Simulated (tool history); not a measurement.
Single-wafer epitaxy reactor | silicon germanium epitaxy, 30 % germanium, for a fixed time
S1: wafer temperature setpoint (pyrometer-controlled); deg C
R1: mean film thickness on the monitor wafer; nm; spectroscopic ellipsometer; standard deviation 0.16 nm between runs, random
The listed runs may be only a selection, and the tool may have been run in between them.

Run 1, hour 0.0: S1 595 deg C, chamber pressure (Torr) 19.8. Result: R1 52.423 nm.
Run 2, hour 2.6: S1 597 deg C, chamber pressure (Torr) 19.8. Result: R1 54.103 nm.
Run 3, hour 5.2: S1 590 deg C, chamber pressure (Torr) 19.8. Result: R1 48.401 nm.
Run 4, hour 9.2: S1 585 deg C, chamber pressure (Torr) 19.8. Result: R1 44.663 nm.
Run 5, hour 18.0: S1 590 deg C, chamber pressure (Torr) 19.9. Result: R1 48.530 nm.
Run 6, hour 22.5: S1 590 deg C, chamber pressure (Torr) 18.1. Result: R1 46.226 nm.
Run 7, hour 31.1: S1 594 deg C, chamber pressure (Torr) 18.2. Result: R1 49.332 nm.
Run 8, hour 39.0: S1 597 deg C, chamber pressure (Torr) 18.3. Result: R1 52.329 nm.

Forecast run 9:
Run 9, hour 44.7: S1 599 deg C, chamber pressure (Torr) 18.3. Result: R1 ?.

R1: 54.011 nm

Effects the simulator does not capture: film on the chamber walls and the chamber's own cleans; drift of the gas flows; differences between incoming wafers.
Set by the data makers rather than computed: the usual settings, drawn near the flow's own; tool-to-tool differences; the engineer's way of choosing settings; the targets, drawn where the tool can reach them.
